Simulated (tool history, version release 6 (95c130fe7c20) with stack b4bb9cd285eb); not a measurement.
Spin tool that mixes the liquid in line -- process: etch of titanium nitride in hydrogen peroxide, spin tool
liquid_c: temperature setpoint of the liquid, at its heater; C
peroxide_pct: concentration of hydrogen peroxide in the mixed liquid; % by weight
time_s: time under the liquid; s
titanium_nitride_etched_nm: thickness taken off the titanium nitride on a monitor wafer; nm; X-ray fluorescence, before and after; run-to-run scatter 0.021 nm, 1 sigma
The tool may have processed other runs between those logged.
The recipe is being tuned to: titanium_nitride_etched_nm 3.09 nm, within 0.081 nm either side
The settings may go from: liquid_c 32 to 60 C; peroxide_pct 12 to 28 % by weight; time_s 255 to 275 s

{"run": 1, "hour": 0.0, "liquid_c": 44, "peroxide_pct": 19, "time_s": 255, "titanium_nitride_etched_nm": 7.7097}
{"run": 2, "hour": 7.8, "liquid_c": 42.5, "peroxide_pct": 19, "time_s": 255, "titanium_nitride_etched_nm": 6.8868}
{"run": 3, "hour": 10.7, "liquid_c": 41, "peroxide_pct": 19, "time_s": 255, "titanium_nitride_etched_nm": 6.1533}
{"run": 4, "hour": 15.9, "liquid_c": 41, "peroxide_pct": 19, "time_s": 275, "titanium_nitride_etched_nm": 6.6801}
{"run": 5, "hour": 23.1, "liquid_c": 40, "peroxide_pct": 18.5, "time_s": 275, "titanium_nitride_etched_nm": 6.0543}
{"run": 6, "hour": 27.8, "liquid_c": 39, "peroxide_pct": 18.5, "time_s": 275, "titanium_nitride_etched_nm": 5.6279}
{"run": 7, "hour": 34.3, "liquid_c": 38, "peroxide_pct": 18.5, "time_s": 275, "titanium_nitride_etched_nm": 5.2481}
{"run": 8, "hour": 36.3, "liquid_c": 37, "peroxide_pct": 18, "time_s": 275, "titanium_nitride_etched_nm": 4.8344}
{"run": 9, "hour": 41.8, "liquid_c": 36.5, "peroxide_pct": 17.5, "time_s": 275, "titanium_nitride_etched_nm": 4.6071}
{"run": 10, "hour": 48.4, "liquid_c": 36, "peroxide_pct": 17.5, "time_s": 275, "titanium_nitride_etched_nm": 4.4418}
{"run": 11, "hour": 52.9, "liquid_c": 35.5, "peroxide_pct": 17, "time_s": 275, "titanium_nitride_etched_nm": 4.257}
{"run": 12, "hour": 56.6, "liquid_c": 35, "peroxide_pct": 17, "time_s": 275, "titanium_nitride_etched_nm": 4.1047}
{"run": 13, "hour": 61.0, "liquid_c": 34.5, "peroxide_pct": 17, "time_s": 275, "titanium_nitride_etched_nm": 3.8554}
{"run": 14, "hour": 65.3, "liquid_c": 34, "peroxide_pct": 17, "time_s": 275, "titanium_nitride_etched_nm": 3.7813}
{"run": 15, "hour": 73.6, "liquid_c": 34, "peroxide_pct": 17, "time_s": 275, "titanium_nitride_etched_nm": 3.7531}
{"run": 16, "hour": 81.3, "liquid_c": 33.5, "peroxide_pct": 17, "time_s": 275, "titanium_nitride_etched_nm": 3.6119}
{"run": 17, "hour": 88.5, "liquid_c": 32.5, "peroxide_pct": 16, "time_s": 275, "titanium_nitride_etched_nm": 3.2906}

Which of these 5 next moves meets every target?
{"run": "A", "hour": 95.7, "liquid_c": 33.5, "peroxide_pct": 14.5, "time_s": 275, "titanium_nitride_etched_nm": "?"}
{"run": "B", "hour": 95.7, "liquid_c": 32.5, "peroxide_pct": 16.5, "time_s": 275, "titanium_nitride_etched_nm": "?"}
{"run": "C", "hour": 95.7, "liquid_c": 32.5, "peroxide_pct": 14.5, "time_s": 255, "titanium_nitride_etched_nm": "?"}
{"run": "D", "hour": 95.7, "liquid_c": 33, "peroxide_pct": 13, "time_s": 275, "titanium_nitride_etched_nm": "?"}
{"run": "E", "hour": 95.7, "liquid_c": 32.5, "peroxide_pct": 16, "time_s": 260, "titanium_nitride_etched_nm": "?"}

move=A titanium_nitride_etched_nm=3.4897
move=B titanium_nitride_etched_nm=3.3088
move=C titanium_nitride_etched_nm=2.9857
move=D titanium_nitride_etched_nm=3.2764
move=E titanium_nitride_etched_nm=3.108
A: its largest miss is bigger than the last run's
B: its largest miss is bigger than the last run's
C: moves the result that the last run missed by most past its target, out the other side
D: closes in on the targets versus the last run, not all within tolerance yet
E: all results in spec
E meets every target.

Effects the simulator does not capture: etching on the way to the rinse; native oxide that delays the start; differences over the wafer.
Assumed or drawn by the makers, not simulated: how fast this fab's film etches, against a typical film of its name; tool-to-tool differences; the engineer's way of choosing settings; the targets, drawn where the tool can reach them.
